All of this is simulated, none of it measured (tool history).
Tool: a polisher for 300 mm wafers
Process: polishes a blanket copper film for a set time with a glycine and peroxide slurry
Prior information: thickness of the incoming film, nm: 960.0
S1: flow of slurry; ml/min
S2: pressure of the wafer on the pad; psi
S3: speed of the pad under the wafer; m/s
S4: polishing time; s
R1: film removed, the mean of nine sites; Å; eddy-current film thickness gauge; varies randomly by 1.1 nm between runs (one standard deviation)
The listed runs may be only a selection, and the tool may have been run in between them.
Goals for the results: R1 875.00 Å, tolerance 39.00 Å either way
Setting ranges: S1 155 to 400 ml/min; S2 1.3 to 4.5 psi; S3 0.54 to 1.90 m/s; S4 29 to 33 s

run	hour	S1	S2	S3	S4	R1
1	0.0	255	2.9	1.22	33	1914.70
2	7.6	255	2.5	1.12	33	1553.70
3	12.9	255	2.2	1.06	33	1323.30
4	18.8	195	2.2	1.06	33	1309.70
5	23.2	195	2.0	1.02	33	1169.70
6	28.8	230	2.0	1.02	33	1182.50
7	30.9	230	1.3	0.86	32	758.70
8	36.2	230	1.4	0.86	32	765.14
9	45.0	230	1.5	0.86	32	803.87

4 next moves are on the table. One of them brings every result within its allowed miss. Which?
A	53.8	155	1.4	1.06	33	?
B	53.8	225	1.5	0.82	32	?
C	53.8	160	1.6	0.76	33	?
D	53.8	210	1.3	1.02	30	?

move	R1
A	854.57
B	779.81
C	755.82
D	757.83
A: every result lands within tolerance
B: moves away from the targets compared with the last run
C: moves away from the targets compared with the last run
D: moves away from the targets compared with the last run
Move A is the one to make.

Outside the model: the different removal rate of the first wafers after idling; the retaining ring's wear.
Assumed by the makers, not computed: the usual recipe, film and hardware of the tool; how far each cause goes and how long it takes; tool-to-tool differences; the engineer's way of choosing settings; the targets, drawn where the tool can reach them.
